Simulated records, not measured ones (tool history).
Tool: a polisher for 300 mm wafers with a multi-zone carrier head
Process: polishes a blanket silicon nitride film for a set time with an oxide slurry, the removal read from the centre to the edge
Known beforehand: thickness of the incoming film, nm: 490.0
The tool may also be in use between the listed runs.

run,hour,flow of slurry (ml/min),pressure of the head's centre zone,pressure of the head's middle zone,pressure of the head's edge zone,abrasive content of the slurry,polishing time (s),film removed at the wafer's centre (angstrom),film removed at mid-radius (angstrom),film removed at the wafer's edge (angstrom)
1,0,250,1,1,1,1,66,489.43,477.48,468.69
2,6.2,245,0.98,0.97,0.96,0.85,62,417.7,402.21,405.75
3,14.5,190,0.98,0.97,0.96,0.85,62,391.18,394.2,395.13
4,19.3,195,0.99,0.96,0.93,0.75,59,367.77,349.35,342.89
5,25.2,195,0.99,0.96,0.93,0.85,59,375.56,374.99,372.41
6,29.6,150,0.99,0.96,0.93,0.85,59,368.88,366.06,371.02
7,36.8,160,0.98,0.95,0.91,0.75,58,352.66,337.47,332.06
8,44.4,160,0.98,0.95,0.91,0.75,58,344.21,334.81,337.2
9,53.4,185,0.98,0.93,0.83,0.5,53,259.24,246.97,241.72
10,57.6,185,0.99,0.95,0.87,0.5,53,259.4,249.5,245.8
11,64.9,190,1.01,0.97,0.9,0.5,53,269.11,255.77,246.33
12,68.6,190,1.01,0.98,0.94,0.5,53,264.17,257.14,249.34
13,74.4,195,1.02,0.98,0.96,0.5,53,272.49,256.51,255.82
14,75.4,200,1.03,0.99,0.98,0.5,53,277.6,261.95,257.49

Run 15 is up next; what results do you expect?
15,80.2,205,1.03,1,1,0.5,53,?,?,?

film removed at the wafer's centre (angstrom): 279.66
film removed at mid-radius (angstrom): 263.01
film removed at the wafer's edge (angstrom): 260.61
